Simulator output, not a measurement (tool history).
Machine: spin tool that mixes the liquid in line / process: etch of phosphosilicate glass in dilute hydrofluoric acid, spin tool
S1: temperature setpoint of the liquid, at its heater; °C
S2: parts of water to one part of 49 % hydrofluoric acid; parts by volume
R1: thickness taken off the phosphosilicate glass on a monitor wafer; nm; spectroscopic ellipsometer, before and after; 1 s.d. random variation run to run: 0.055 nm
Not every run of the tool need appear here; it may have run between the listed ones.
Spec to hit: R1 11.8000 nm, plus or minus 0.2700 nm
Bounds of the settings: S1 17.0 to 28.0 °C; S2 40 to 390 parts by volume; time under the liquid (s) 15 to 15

{"run": 1, "hour": 0.0, "S1": 20.0, "S2": 215, "time under the liquid (s)": 15, "R1": 8.2558}
{"run": 2, "hour": 6.0, "S1": 21.5, "S2": 215, "time under the liquid (s)": 15, "R1": 8.5718}
{"run": 3, "hour": 12.4, "S1": 21.5, "S2": 215, "time under the liquid (s)": 15, "R1": 8.6757}
{"run": 4, "hour": 14.0, "S1": 21.5, "S2": 140, "time under the liquid (s)": 15, "R1": 14.351}
{"run": 5, "hour": 16.1, "S1": 21.5, "S2": 90, "time under the liquid (s)": 15, "R1": 23.784}
{"run": 6, "hour": 24.0, "S1": 20.5, "S2": 105, "time under the liquid (s)": 15, "R1": 19.087}
{"run": 7, "hour": 27.4, "S1": 20.0, "S2": 115, "time under the liquid (s)": 15, "R1": 17.021}
{"run": 8, "hour": 36.1, "S1": 19.5, "S2": 120, "time under the liquid (s)": 15, "R1": 15.789}
{"run": 9, "hour": 39.0, "S1": 19.0, "S2": 125, "time under the liquid (s)": 15, "R1": 14.845}
{"run": 10, "hour": 44.0, "S1": 19.0, "S2": 125, "time under the liquid (s)": 15, "R1": 14.742}

Next run, 4 choices. One meets every target within its allowed miss, the rest don't. Which?
{"run": "A", "hour": 49.0, "S1": 17.0, "S2": 125, "time under the liquid (s)": 15, "R1": "?"}
{"run": "B", "hour": 49.0, "S1": 18.5, "S2": 155, "time under the liquid (s)": 15, "R1": "?"}
{"run": "C", "hour": 49.0, "S1": 17.5, "S2": 110, "time under the liquid (s)": 15, "R1": "?"}
{"run": "D", "hour": 49.0, "S1": 20.5, "S2": 160, "time under the liquid (s)": 15, "R1": "?"}

move=A R1=13.7020
move=B R1=11.4030
move=C R1=16.1440
move=D R1=11.9010
A: closer than the last run, but not yet in spec
B: moves the result that the last run missed by most past its target, out the other side
C: misses by more than the last run did
D: all results in spec
So the answer is move D, the one that meets all the targets.
